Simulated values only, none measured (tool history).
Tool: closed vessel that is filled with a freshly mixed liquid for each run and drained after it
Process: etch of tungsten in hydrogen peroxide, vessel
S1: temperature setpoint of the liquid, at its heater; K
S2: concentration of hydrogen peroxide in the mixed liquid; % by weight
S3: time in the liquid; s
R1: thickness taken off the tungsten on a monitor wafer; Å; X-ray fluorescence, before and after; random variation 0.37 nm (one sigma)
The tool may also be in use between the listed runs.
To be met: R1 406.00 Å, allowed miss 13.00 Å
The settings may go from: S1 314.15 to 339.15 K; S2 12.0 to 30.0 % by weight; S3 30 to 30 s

{"run": 1, "hour": 0.0, "S1": 330.15, "S2": 23.0, "S3": 30, "R1": 717.29}
{"run": 2, "hour": 4.3, "S1": 330.15, "S2": 23.0, "S3": 30, "R1": 736.01}
{"run": 3, "hour": 10.1, "S1": 329.15, "S2": 23.0, "S3": 30, "R1": 682.14}
{"run": 4, "hour": 16.9, "S1": 329.15, "S2": 23.0, "S3": 30, "R1": 677.23}
{"run": 5, "hour": 24.7, "S1": 329.15, "S2": 19.5, "S3": 30, "R1": 633.33}
{"run": 6, "hour": 30.3, "S1": 329.15, "S2": 19.5, "S3": 30, "R1": 623.51}
{"run": 7, "hour": 38.3, "S1": 328.65, "S2": 19.5, "S3": 30, "R1": 605.39}
{"run": 8, "hour": 44.4, "S1": 328.15, "S2": 19.5, "S3": 30, "R1": 588.21}
{"run": 9, "hour": 47.9, "S1": 328.15, "S2": 19.5, "S3": 30, "R1": 594.1}
{"run": 10, "hour": 50.7, "S1": 327.65, "S2": 19.5, "S3": 30, "R1": 579.88}
{"run": 11, "hour": 59.3, "S1": 327.15, "S2": 19.5, "S3": 30, "R1": 557.29}
{"run": 12, "hour": 67.1, "S1": 326.65, "S2": 19.5, "S3": 30, "R1": 541.37}
{"run": 13, "hour": 74.4, "S1": 326.65, "S2": 19.5, "S3": 30, "R1": 546.78}
{"run": 14, "hour": 79.2, "S1": 326.65, "S2": 19.5, "S3": 30, "R1": 540.43}
{"run": 15, "hour": 84.9, "S1": 326.15, "S2": 19.5, "S3": 30, "R1": 518.47}
{"run": 16, "hour": 93.3, "S1": 325.65, "S2": 19.5, "S3": 30, "R1": 508.68}
{"run": 17, "hour": 101.1, "S1": 321.15, "S2": 19.5, "S3": 30, "R1": 385.27}

4 next moves are on the table. One of them brings every result within its allowed miss. Which?
{"run": "A", "hour": 108.9, "S1": 321.15, "S2": 22.0, "S3": 30, "R1": "?"}
{"run": "B", "hour": 108.9, "S1": 324.15, "S2": 17.5, "S3": 30, "R1": "?"}
{"run": "C", "hour": 108.9, "S1": 319.65, "S2": 19.0, "S3": 30, "R1": "?"}
{"run": "D", "hour": 108.9, "S1": 321.15, "S2": 18.0, "S3": 30, "R1": "?"}

move=A R1=414.21
move=B R1=444.02
move=C R1=350.65
move=D R1=374.66
A: meets every target
B: takes the result that was furthest off past its target
C: further off than the last run
D: further off than the last run
The right move is A.
